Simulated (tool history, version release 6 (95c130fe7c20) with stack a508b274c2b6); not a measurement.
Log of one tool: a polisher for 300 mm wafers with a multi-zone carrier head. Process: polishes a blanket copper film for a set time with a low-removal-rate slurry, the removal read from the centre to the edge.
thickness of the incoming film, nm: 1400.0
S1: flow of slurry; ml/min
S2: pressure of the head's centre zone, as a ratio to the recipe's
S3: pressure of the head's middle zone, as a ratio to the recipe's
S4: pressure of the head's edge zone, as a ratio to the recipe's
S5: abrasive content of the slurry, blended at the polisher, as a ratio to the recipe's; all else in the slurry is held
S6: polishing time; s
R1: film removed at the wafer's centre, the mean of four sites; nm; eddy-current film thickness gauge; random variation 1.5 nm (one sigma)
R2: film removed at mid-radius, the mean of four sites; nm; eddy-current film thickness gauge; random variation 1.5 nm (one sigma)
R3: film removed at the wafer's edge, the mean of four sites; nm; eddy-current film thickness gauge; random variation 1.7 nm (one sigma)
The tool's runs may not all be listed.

{"run": 1, "day": 0.0, "S1": 260, "S2": 1.0, "S3": 1.0, "S4": 1.0, "S5": 1.0, "S6": 51, "R1": 175.19, "R2": 170.69, "R3": 171.01}
{"run": 2, "day": 0.083, "S1": 260, "S2": 1.0, "S3": 1.0, "S4": 1.0, "S5": 1.0, "S6": 40, "R1": 134.77, "R2": 133.86, "R3": 133.47}
{"run": 3, "day": 0.283, "S1": 265, "S2": 1.01, "S3": 1.0, "S4": 1.0, "S5": 1.0, "S6": 40, "R1": 134.4, "R2": 132.42, "R3": 134.29}
{"run": 4, "day": 0.558, "S1": 205, "S2": 1.01, "S3": 1.0, "S4": 1.0, "S5": 1.0, "S6": 40, "R1": 132.97, "R2": 130.87, "R3": 131.37}
{"run": 5, "day": 0.921, "S1": 205, "S2": 1.02, "S3": 1.0, "S4": 1.0, "S5": 1.0, "S6": 40, "R1": 132.94, "R2": 132.44, "R3": 131.36}
{"run": 6, "day": 1.012, "S1": 210, "S2": 1.03, "S3": 1.0, "S4": 1.0, "S5": 1.0, "S6": 40, "R1": 137.76, "R2": 129.24, "R3": 133.14}
{"run": 7, "day": 1.271, "S1": 210, "S2": 1.04, "S3": 1.01, "S4": 0.99, "S5": 1.0, "S6": 40, "R1": 137.33, "R2": 130.93, "R3": 131.39}

Forecast run 8:
{"run": 8, "day": 1.571, "S1": 210, "S2": 1.05, "S3": 1.02, "S4": 0.99, "S5": 1.0, "S6": 40, "R1": "?", "R2": "?", "R3": "?"}

R1: 135.15 nm
R2: 130.95 nm
R3: 132.66 nm

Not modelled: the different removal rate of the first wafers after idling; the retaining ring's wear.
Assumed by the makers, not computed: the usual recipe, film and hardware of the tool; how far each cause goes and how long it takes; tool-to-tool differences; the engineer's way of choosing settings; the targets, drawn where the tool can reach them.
